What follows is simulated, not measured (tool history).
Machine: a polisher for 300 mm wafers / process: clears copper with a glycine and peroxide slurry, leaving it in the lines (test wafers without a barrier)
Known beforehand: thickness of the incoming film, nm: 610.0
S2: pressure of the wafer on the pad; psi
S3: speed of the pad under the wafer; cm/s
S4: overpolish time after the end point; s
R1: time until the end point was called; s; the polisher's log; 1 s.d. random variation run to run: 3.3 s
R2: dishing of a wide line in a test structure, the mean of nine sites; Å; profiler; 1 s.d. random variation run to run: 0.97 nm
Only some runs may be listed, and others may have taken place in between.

run 1 hour=0 | flow_of_slurry_(ml/min)=260 S2=3 S3=82 S4=21 | R1=158.03 R2=535.95
run 2 hour=2.8 | flow_of_slurry_(ml/min)=260 S2=3 S3=74 S4=21 | R1=169.78 R2=497.93
run 3 hour=3.7 | flow_of_slurry_(ml/min)=260 S2=3 S3=74 S4=14 | R1=169.81 R2=356.36
run 4 hour=12.5 | flow_of_slurry_(ml/min)=260 S2=2.6 S3=74 S4=17 | R1=188.2 R2=394.87
run 5 hour=18.5 | flow_of_slurry_(ml/min)=260 S2=2.6 S3=74 S4=22 | R1=192.26 R2=493.38
run 6 hour=23.7 | flow_of_slurry_(ml/min)=260 S2=2.3 S3=74 S4=22 | R1=212.64 R2=422.63
run 7 hour=31.9 | flow_of_slurry_(ml/min)=260 S2=2.2 S3=74 S4=23 | R1=213.98 R2=444.05
run 8 hour=39.9 | flow_of_slurry_(ml/min)=260 S2=2 S3=74 S4=24 | R1=228.53 R2=427.88

Expected results for the next run?
run 9 hour=42.4 | flow_of_slurry_(ml/min)=260 S2=1.9 S3=74 S4=25 | R1=? R2=?

{"run 9": {"R1": 241.25, "R2": 450.42}}
